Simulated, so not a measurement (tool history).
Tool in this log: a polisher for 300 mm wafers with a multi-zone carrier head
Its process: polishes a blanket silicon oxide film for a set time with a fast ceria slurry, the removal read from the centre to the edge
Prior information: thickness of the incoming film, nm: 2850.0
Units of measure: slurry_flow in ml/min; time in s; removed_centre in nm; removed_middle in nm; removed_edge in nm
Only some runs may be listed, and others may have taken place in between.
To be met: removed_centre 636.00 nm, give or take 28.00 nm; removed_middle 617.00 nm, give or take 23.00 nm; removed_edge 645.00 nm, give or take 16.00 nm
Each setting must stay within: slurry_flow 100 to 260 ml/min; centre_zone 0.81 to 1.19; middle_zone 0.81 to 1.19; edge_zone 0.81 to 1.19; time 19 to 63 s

run  hour  slurry_flow  centre_zone  middle_zone  edge_zone  time  removed_centre  removed_middle  removed_edge
  1   0.0          165         1.00         1.00       1.00    41          474.53          467.00        451.90
  2   7.9          165         0.96         1.00       1.00    41          453.90          459.43        449.48
  3  11.0          165         0.96         1.00       1.00    36          394.92          412.69        393.90
  4  16.1          165         0.96         1.00       1.08    36          396.67          416.74        411.42
  5  22.2          170         0.97         1.00       1.09    38          424.95          429.63        432.31
  6  25.3          170         0.97         1.01       1.10    40          449.29          465.69        457.88
  7  32.4          170         0.97         1.00       1.11    42          479.18          489.43        484.68
  8  37.3          170         0.97         0.99       1.12    43          481.37          484.86        491.81
  9  40.6          170         0.97         0.99       1.12    43          478.81          487.12        495.48

Exercise: of the 5 proposed moves below, exactly one satisfies all targets within the stated allowed misses. Which move is it?
  A  43.9          185         1.11         1.11       0.96    54               ?               ?             ?
  B  43.9          220         1.10         1.15       1.09    51               ?               ?             ?
  C  43.9          140         0.93         0.97       1.19    53               ?               ?             ?
  D  43.9          195         1.01         1.01       1.09    52               ?               ?             ?
  E  43.9          155         1.01         1.00       1.19    55               ?               ?             ?

move  removed_centre  removed_middle  removed_edge
   A          715.53          677.89        590.48
   B          689.76          677.45        595.61
   C          551.86          562.20        605.66
   D          632.09          607.72        600.51
   E          638.25          611.66        638.23
A: closes in on the targets versus the last run, not all within tolerance yet
B: closes in on the targets versus the last run, not all within tolerance yet
C: closes in on the targets versus the last run, not all within tolerance yet
D: closes in on the targets versus the last run, not all within tolerance yet
E: hits every target within its allowed miss
So the answer is move E, the one that meets all the targets.
